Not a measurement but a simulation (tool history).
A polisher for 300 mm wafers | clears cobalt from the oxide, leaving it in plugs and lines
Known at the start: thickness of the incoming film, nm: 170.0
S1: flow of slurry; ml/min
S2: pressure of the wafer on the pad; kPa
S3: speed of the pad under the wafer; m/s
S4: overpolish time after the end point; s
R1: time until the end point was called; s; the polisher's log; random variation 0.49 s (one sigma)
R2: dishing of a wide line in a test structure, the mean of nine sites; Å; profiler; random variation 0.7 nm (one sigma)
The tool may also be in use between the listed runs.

run    day   S1    S2    S3  S4      R1      R2
  1  0.000  265  10.3  0.98  27  53.212  403.82
  2  0.175  265  11.0  0.98  27  49.906  427.24
  3  0.379  265  11.7  0.98  26  46.276  430.32
  4  0.404  310  11.7  0.98  26  45.445  423.55
  5  0.529  310  13.1  0.98  27  40.701  437.50
  6  0.900  310  13.1  0.98  19  41.495  390.83
  7  1.012  310  13.1  0.98  20  41.395  393.85

Run 8 comes next. What will it give?
  8  1.362  310  13.1  0.98  21   ?   ?

{"run 8": {"R1": 42.335, "R2": 396.51}}
